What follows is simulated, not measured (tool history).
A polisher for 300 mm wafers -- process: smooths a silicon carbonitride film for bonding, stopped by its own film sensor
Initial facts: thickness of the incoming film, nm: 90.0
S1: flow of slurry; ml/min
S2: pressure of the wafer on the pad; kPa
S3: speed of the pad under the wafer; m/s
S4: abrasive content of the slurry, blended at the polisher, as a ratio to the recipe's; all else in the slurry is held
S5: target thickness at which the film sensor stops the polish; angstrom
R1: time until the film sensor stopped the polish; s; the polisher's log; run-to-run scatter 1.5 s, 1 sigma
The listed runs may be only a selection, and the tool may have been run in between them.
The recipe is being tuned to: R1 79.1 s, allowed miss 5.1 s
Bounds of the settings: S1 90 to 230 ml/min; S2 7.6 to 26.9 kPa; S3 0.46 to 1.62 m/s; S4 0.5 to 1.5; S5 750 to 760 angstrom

run 1 hour=0 | S1=150 S2=17.2 S3=1.04 S4=1 S5=750 | R1=55.146
run 2 hour=0.8 | S1=150 S2=16.5 S3=1.04 S4=1 S5=750 | R1=57.09
run 3 hour=4.2 | S1=150 S2=15.9 S3=1.04 S4=1 S5=750 | R1=58.354
run 4 hour=6.7 | S1=150 S2=15.9 S3=1.26 S4=1 S5=750 | R1=50.041
run 5 hour=12.8 | S1=150 S2=14.5 S3=1.24 S4=1 S5=750 | R1=57.167
run 6 hour=21.6 | S1=150 S2=14.5 S3=1.24 S4=0.85 S5=750 | R1=60.002
run 7 hour=22.1 | S1=150 S2=13.8 S3=1.24 S4=0.85 S5=750 | R1=61.984
run 8 hour=23 | S1=150 S2=13.1 S3=1.24 S4=0.85 S5=750 | R1=66.687
run 9 hour=30.3 | S1=150 S2=12.4 S3=1.24 S4=0.85 S5=750 | R1=70.959
run 10 hour=38.9 | S1=150 S2=11.7 S3=1.24 S4=0.85 S5=750 | R1=73.955

5 candidate next runs follow, results not yet known. Just one meets every target within its allowed miss. Identify it.
run A hour=47.5 | S1=145 S2=15.2 S3=1 S4=0.8 S5=760 | R1=?
run B hour=47.5 | S1=130 S2=15.9 S3=0.84 S4=0.9 S5=760 | R1=?
run C hour=47.5 | S1=145 S2=11.7 S3=1.12 S4=0.85 S5=750 | R1=?
run D hour=47.5 | S1=160 S2=13.1 S3=1.08 S4=0.8 S5=760 | R1=?
run E hour=47.5 | S1=145 S2=12.4 S3=1.28 S4=0.8 S5=750 | R1=?

move=A R1=65.173
move=B R1=68.654
move=C R1=79.653
move=D R1=69.395
move=E R1=70.405
A: lands further from the targets than the last run did
B: lands further from the targets than the last run did
C: every result lands within tolerance
D: lands further from the targets than the last run did
E: lands further from the targets than the last run did
Correct choice: C, which meets every target
